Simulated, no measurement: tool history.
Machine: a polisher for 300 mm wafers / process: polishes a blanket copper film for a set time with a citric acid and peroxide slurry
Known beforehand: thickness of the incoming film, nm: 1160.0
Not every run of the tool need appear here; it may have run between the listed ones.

| run | hour | flow of slurry (ml/min) | pressure of the wafer on the pad (kPa) | speed of the pad under the wafer (m/s) | abrasive content of the slurry | polishing time (s) | film removed (angstrom) |
|---|---|---|---|---|---|---|---|
| 1 | 0.0 | 130 | 18.6 | 1.08 | 1.0 | 80 | 1504.6 |
| 2 | 5.9 | 125 | 16.5 | 1.08 | 1.0 | 80 | 1331.2 |
| 3 | 13.1 | 110 | 16.5 | 1.08 | 1.0 | 80 | 1289.0 |
| 4 | 20.0 | 110 | 16.5 | 1.08 | 1.0 | 84 | 1365.0 |
| 5 | 27.1 | 110 | 16.5 | 1.08 | 1.2 | 84 | 1425.6 |
| 6 | 33.1 | 105 | 15.2 | 1.08 | 1.2 | 84 | 1293.1 |

Predict the results of run 7:
| 7 | 39.5 | 100 | 14.5 | 1.08 | 1.2 | 84 | ? |

For run 7 the tool returned film removed (angstrom) 1210.2.

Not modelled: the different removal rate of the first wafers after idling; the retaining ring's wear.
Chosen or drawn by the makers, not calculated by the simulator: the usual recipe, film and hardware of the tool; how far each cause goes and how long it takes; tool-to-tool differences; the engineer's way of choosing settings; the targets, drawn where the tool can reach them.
